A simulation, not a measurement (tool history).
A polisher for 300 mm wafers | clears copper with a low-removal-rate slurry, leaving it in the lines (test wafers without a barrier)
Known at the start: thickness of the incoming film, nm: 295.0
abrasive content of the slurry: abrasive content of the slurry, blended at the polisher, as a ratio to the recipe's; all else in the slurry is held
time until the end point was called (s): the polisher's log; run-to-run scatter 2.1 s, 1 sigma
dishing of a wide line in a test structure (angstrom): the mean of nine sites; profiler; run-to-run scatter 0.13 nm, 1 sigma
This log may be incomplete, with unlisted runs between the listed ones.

| run | day | flow of slurry (ml/min) | pressure of the wafer on the pad (kPa) | speed of the pad under the wafer (m/s) | abrasive content of the slurry | overpolish time after the end point (s) | time until the end point was called (s) | dishing of a wide line in a test structure (angstrom) |
|---|---|---|---|---|---|---|---|---|
| 1 | 0 | 140 | 18.6 | 1.04 | 1 | 14 | 110.43 | 178.86 |
| 2 | 0.196 | 140 | 18.6 | 1.04 | 1 | 18 | 111.63 | 199.05 |
| 3 | 0.267 | 140 | 18.6 | 1.04 | 1 | 22 | 109.94 | 218.89 |
| 4 | 0.304 | 140 | 16.5 | 1.04 | 1 | 22 | 124.18 | 212.91 |
| 5 | 0.438 | 120 | 20.7 | 0.84 | 0.85 | 16 | 134.26 | 172.04 |
| 6 | 0.658 | 155 | 16.5 | 0.9 | 1.05 | 12 | 139.82 | 134.69 |
| 7 | 0.712 | 195 | 11.7 | 1.18 | 1.3 | 6 | 138.83 | 83.359 |

Run 8, settings as shown, results not yet in. Your forecast:
| 8 | 1.071 | 205 | 11 | 1.32 | 1.35 | 5 | ? | ? |

Run 8 gave time until the end point was called (s) 128.11, dishing of a wide line in a test structure (angstrom) 73.717.

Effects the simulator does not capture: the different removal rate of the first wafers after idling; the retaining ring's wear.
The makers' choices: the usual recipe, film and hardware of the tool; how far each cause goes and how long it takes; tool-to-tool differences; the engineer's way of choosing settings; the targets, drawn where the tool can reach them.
